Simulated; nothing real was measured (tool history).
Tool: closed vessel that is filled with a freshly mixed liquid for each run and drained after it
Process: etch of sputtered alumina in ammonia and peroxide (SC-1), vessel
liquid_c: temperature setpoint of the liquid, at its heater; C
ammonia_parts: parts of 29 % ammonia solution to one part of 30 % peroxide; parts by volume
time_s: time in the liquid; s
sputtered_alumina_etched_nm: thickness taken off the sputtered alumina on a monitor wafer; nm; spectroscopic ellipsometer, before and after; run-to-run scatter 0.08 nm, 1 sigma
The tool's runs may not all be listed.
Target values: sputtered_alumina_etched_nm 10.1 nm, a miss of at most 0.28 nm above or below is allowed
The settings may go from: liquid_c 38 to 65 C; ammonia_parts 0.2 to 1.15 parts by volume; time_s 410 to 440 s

run	day	liquid_c	ammonia_parts	time_s	sputtered_alumina_etched_nm
1	0	49	0.65	410	12.882
2	0.279	48.5	0.65	410	12.735
3	0.638	48	0.65	410	12.247
4	0.933	48	0.65	440	13.041
5	1.283	47.5	0.65	440	12.927
6	1.421	47.5	0.5	440	12.421
7	1.754	47	0.5	440	12.122
8	2.1	46.5	0.5	440	11.813
9	2.142	46	0.5	440	11.389
10	2.221	45	0.5	440	10.805
11	2.512	44.5	0.5	440	10.415

Pick the move, out of 4, that brings all results within their allowed miss; only one does.
A	2.804	46.5	0.4	410	?
B	2.804	45	0.5	440	?
C	2.804	43.5	0.6	440	?
D	2.804	46	0.35	430	?

move	sputtered_alumina_etched_nm
A	10.617
B	10.69
C	9.9817
D	10.688
A: moves away from the targets compared with the last run
B: moves away from the targets compared with the last run
C: each result inside its tolerance
D: moves away from the targets compared with the last run
C meets every target.
